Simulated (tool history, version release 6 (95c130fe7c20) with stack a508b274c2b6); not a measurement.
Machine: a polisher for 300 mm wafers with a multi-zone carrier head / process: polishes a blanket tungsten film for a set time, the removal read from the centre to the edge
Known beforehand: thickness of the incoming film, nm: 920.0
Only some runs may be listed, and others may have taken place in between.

run,hour,flow of slurry (ml/min),pressure of the head's centre zone,pressure of the head's middle zone,pressure of the head's edge zone,abrasive content of the slurry,polishing time (s),film removed at the wafer's centre (nm),film removed at mid-radius (nm),film removed at the wafer's edge (nm)
1,0.0,120,1.00,1.00,1.00,1.00,33,159.36,161.13,164.58
2,3.8,125,1.00,1.00,1.02,1.05,34,169.37,166.76,178.02
3,9.6,125,1.00,1.00,1.08,1.05,34,169.64,168.40,178.97
4,17.3,130,1.00,1.00,1.09,1.10,34,173.74,172.58,184.40
5,25.3,135,1.00,1.00,1.10,1.15,34,177.69,178.80,193.93
6,33.9,135,0.97,1.00,1.10,1.15,34,171.96,175.93,189.70
7,41.8,140,0.98,1.00,1.11,1.20,34,180.24,179.93,196.28
8,42.4,145,0.98,1.00,1.12,1.25,34,186.66,184.66,201.99
9,47.4,170,0.96,0.99,1.19,1.50,35,200.90,204.32,232.26

Predict the results of run 10:
# hour 52.1: edge zone pressure recalibrated
10,52.1,175,0.98,0.99,1.19,1.50,35,?,?,?

{"run 10": {"film removed at the wafer's centre (nm)": 206.71, "film removed at mid-radius (nm)": 207.99, "film removed at the wafer's edge (nm)": 222.46}}
